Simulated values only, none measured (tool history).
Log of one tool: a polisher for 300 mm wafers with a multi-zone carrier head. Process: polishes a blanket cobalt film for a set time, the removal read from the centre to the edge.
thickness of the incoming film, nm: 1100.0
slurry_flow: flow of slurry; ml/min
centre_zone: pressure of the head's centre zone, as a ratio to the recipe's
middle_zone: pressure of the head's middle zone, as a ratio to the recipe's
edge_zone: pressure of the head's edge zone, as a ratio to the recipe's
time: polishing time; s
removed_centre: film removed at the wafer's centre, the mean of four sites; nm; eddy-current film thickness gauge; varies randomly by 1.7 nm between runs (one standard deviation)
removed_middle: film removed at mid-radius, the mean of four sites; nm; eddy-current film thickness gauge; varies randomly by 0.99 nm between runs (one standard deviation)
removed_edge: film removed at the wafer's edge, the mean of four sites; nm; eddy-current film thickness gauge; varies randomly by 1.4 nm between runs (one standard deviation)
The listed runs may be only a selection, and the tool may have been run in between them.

run 1 hour=0.0 | slurry_flow=260 centre_zone=1.00 middle_zone=1.00 edge_zone=1.00 time=45 | removed_centre=178.86 removed_middle=182.85 removed_edge=185.04
run 2 hour=4.2 | slurry_flow=260 centre_zone=1.00 middle_zone=0.99 edge_zone=0.97 time=41 | removed_centre=166.58 removed_middle=163.44 removed_edge=169.59
run 3 hour=6.7 | slurry_flow=305 centre_zone=1.00 middle_zone=0.99 edge_zone=0.97 time=41 | removed_centre=170.55 removed_middle=168.45 removed_edge=168.62
run 4 hour=8.1 | slurry_flow=320 centre_zone=0.99 middle_zone=0.98 edge_zone=0.96 time=38 | removed_centre=156.93 removed_middle=153.79 removed_edge=158.10
run 5 hour=14.7 | slurry_flow=320 centre_zone=1.05 middle_zone=0.98 edge_zone=0.96 time=38 | removed_centre=165.78 removed_middle=155.14 removed_edge=156.09
run 6 hour=18.0 | slurry_flow=375 centre_zone=1.05 middle_zone=0.98 edge_zone=0.96 time=38 | removed_centre=168.36 removed_middle=156.66 removed_edge=159.64
run 7 hour=21.7 | slurry_flow=370 centre_zone=1.03 middle_zone=0.98 edge_zone=0.94 time=36 | removed_centre=153.69 removed_middle=150.22 removed_edge=150.87
run 8 hour=28.1 | slurry_flow=370 centre_zone=1.03 middle_zone=0.98 edge_zone=0.94 time=36 | removed_centre=156.42 removed_middle=146.12 removed_edge=150.51
run 9 hour=35.4 | slurry_flow=370 centre_zone=1.03 middle_zone=0.98 edge_zone=0.94 time=36 | removed_centre=152.26 removed_middle=148.20 removed_edge=147.53
run 10 hour=44.1 | slurry_flow=370 centre_zone=1.02 middle_zone=0.97 edge_zone=0.92 time=35 | removed_centre=150.40 removed_middle=143.82 removed_edge=146.22
run 11 hour=52.8 | slurry_flow=370 centre_zone=1.01 middle_zone=0.97 edge_zone=0.91 time=33 | removed_centre=137.38 removed_middle=137.03 removed_edge=135.58
run 12 hour=59.9 | slurry_flow=370 centre_zone=1.01 middle_zone=0.95 edge_zone=0.89 time=32 | removed_centre=134.56 removed_middle=128.11 removed_edge=132.18
run 13 hour=61.9 | slurry_flow=370 centre_zone=1.00 middle_zone=0.95 edge_zone=0.87 time=31 | removed_centre=130.52 removed_middle=123.89 removed_edge=124.36

Run 14 is up next; what results do you expect?
run 14 hour=68.4 | slurry_flow=370 centre_zone=0.99 middle_zone=0.95 edge_zone=0.86 time=31 | removed_centre=? removed_middle=? removed_edge=?

removed_centre: 130.71 nm
removed_middle: 124.64 nm
removed_edge: 122.85 nm
